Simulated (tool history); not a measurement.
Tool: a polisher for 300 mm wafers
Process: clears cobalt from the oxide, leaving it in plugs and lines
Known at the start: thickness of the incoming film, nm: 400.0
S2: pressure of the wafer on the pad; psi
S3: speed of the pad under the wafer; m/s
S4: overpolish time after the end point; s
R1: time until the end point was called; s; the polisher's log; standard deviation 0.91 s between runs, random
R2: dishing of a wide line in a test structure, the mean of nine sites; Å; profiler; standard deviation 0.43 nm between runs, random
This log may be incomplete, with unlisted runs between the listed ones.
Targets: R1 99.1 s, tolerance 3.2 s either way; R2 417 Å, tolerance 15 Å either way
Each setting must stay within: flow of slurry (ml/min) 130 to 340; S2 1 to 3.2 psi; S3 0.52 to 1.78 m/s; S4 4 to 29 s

Run 1, hour 0: flow of slurry (ml/min) 220, S2 2.1 psi, S3 1.14 m/s, S4 15 s. Result: R1 77.751 s, R2 418.12 Å.
Run 2, hour 3.6: flow of slurry (ml/min) 220, S2 2 psi, S3 1.14 m/s, S4 15 s. Result: R1 80.917 s, R2 410.54 Å.
Run 3, hour 4.6: flow of slurry (ml/min) 215, S2 1.8 psi, S3 1.14 m/s, S4 17 s. Result: R1 87.857 s, R2 409.67 Å.
Run 4, hour 13: flow of slurry (ml/min) 215, S2 1.8 psi, S3 1.14 m/s, S4 12 s. Result: R1 87.902 s, R2 346.23 Å.
Run 5, hour 16: flow of slurry (ml/min) 215, S2 1.8 psi, S3 1.14 m/s, S4 6 s. Result: R1 91.005 s, R2 208.16 Å.
Run 6, hour 22.6: flow of slurry (ml/min) 215, S2 2.3 psi, S3 1.14 m/s, S4 6 s. Result: R1 70.736 s, R2 254.09 Å.
Run 7, hour 27.1: flow of slurry (ml/min) 215, S2 2.2 psi, S3 1.14 m/s, S4 7 s. Result: R1 74.266 s, R2 273.66 Å.
Run 8, hour 34.3: flow of slurry (ml/min) 205, S2 1.6 psi, S3 1.26 m/s, S4 14 s. Result: R1 91.098 s, R2 369.24 Å.
Run 9, hour 38.1: flow of slurry (ml/min) 195, S2 1.3 psi, S3 1.3 m/s, S4 18 s. Result: R1 109.06 s, R2 386.2 Å.
Run 10, hour 42.2: flow of slurry (ml/min) 200, S2 1.3 psi, S3 1.3 m/s, S4 18 s. Result: R1 108.58 s, R2 391.44 Å.

Which of these 4 next moves meets every target?
Run A, hour 46.3: flow of slurry (ml/min) 130, S2 1.2 psi, S3 1.4 m/s, S4 21 s. Result: R1 ?, R2 ?.
Run B, hour 46.3: flow of slurry (ml/min) 190, S2 1.4 psi, S3 1.1 m/s, S4 18 s. Result: R1 ?, R2 ?.
Run C, hour 46.3: flow of slurry (ml/min) 215, S2 1.5 psi, S3 1.28 m/s, S4 21 s. Result: R1 ?, R2 ?.
Run D, hour 46.3: flow of slurry (ml/min) 170, S2 1.3 psi, S3 1.48 m/s, S4 19 s. Result: R1 ?, R2 ?.

move      R1      R2
   A  115.09  404.14
   B   119.6  364.92
   C  95.322  440.34
   D  97.461  416.85
A: lands further from the targets than the last run did
B: lands further from the targets than the last run did
C: takes the result that was furthest off past its target
D: all results in spec
D meets every target.
